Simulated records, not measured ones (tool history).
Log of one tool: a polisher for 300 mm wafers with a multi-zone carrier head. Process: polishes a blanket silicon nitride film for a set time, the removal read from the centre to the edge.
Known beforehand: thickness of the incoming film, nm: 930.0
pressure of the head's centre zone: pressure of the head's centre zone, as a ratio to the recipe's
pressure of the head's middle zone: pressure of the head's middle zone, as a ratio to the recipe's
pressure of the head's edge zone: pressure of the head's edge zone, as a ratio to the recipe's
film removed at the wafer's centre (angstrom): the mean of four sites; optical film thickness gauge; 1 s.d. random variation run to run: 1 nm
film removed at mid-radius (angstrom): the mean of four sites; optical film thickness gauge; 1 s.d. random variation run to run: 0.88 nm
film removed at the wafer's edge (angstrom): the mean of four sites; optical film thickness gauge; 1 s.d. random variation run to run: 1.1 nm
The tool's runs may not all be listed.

run  hour  flow of slurry (ml/min)  pressure of the head's centre zone  pressure of the head's middle zone  pressure of the head's edge zone  polishing time (s)  film removed at the wafer's centre (angstrom)  film removed at mid-radius (angstrom)  film removed at the wafer's edge (angstrom)
  1     0                      145                                   1                                   1                                 1                  52                                         526.54                                 532.86                                       519.52
  2   3.5                      145                                   1                                   1                                 1                  39                                         396.57                                 397.48                                       412.97
  3   8.1                      180                                   1                                   1                                 1                  39                                         411.39                                 415.39                                       414.07
  4  12.6                      165                                   1                                1.01                              1.04                  49                                         510.08                                 523.22                                        524.3
  5  18.2                      165                                1.02                                1.04                              1.08                  54                                         585.98                                 586.97                                       577.22
  6  24.7                      165                                1.02                                   1                              1.08                  54                                         567.29                                  560.5                                       599.67
  7  30.9                      170                                1.02                                1.02                              1.11                  58                                         628.55                                  609.5                                       637.12

Expected results for the next run?
  8  35.7                      170                                1.01                                1.04                              1.12                  62                                              ?                                      ?                                            ?

film removed at the wafer's centre (angstrom): 670.52
film removed at mid-radius (angstrom): 670.44
film removed at the wafer's edge (angstrom): 688.81
